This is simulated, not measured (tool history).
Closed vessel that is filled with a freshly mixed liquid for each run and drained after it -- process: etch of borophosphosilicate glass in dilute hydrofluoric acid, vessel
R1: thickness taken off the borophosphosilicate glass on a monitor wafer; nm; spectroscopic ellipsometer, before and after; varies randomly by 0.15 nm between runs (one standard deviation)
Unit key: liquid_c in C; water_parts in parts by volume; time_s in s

Run 1, hour 0: liquid_c 25 C, water_parts 90 parts by volume, time_s 30 s. Result: R1 9.0967 nm.
Run 2, hour 4.9: liquid_c 25 C, water_parts 105 parts by volume, time_s 30 s. Result: R1 7.6641 nm.
Run 3, hour 7.1: liquid_c 25 C, water_parts 105 parts by volume, time_s 30 s. Result: R1 7.6407 nm.
Run 4, hour 9.4: liquid_c 25 C, water_parts 135 parts by volume, time_s 30 s. Result: R1 5.7195 nm.
Run 5, hour 15.6: liquid_c 27 C, water_parts 115 parts by volume, time_s 30 s. Result: R1 7.4655 nm.
Run 6, hour 18.9: liquid_c 27 C, water_parts 135 parts by volume, time_s 30 s. Result: R1 6.2526 nm.
Run 7, hour 21.7: liquid_c 28.5 C, water_parts 115 parts by volume, time_s 30 s. Result: R1 7.9152 nm.

Run 8 is up next; what results do you expect?
Run 8, hour 23.2: liquid_c 29.5 C, water_parts 95 parts by volume, time_s 30 s. Result: R1 ?.

{"run 8": {"R1": 10.234}}

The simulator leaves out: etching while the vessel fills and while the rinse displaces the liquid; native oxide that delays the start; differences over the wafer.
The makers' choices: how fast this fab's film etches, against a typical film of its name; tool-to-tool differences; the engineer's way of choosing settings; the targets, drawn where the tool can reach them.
